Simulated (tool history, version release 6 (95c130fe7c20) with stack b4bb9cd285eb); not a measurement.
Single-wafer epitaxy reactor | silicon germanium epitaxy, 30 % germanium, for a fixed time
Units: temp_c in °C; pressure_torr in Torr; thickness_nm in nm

run  hour  temp_c  pressure_torr  thickness_nm
  1   0.0     575           19.6        34.114
  2   8.4     575           17.7        33.313
  3  12.4     575           19.3        34.129
  4  18.6     575           17.9        33.568
  5  19.2     580           18.0        36.498
  6  24.9     576           18.0        33.969

Expected results for the next run?
  7  29.8     581           18.1             ?

For run 7 the tool returned thickness_nm 37.016 nm.
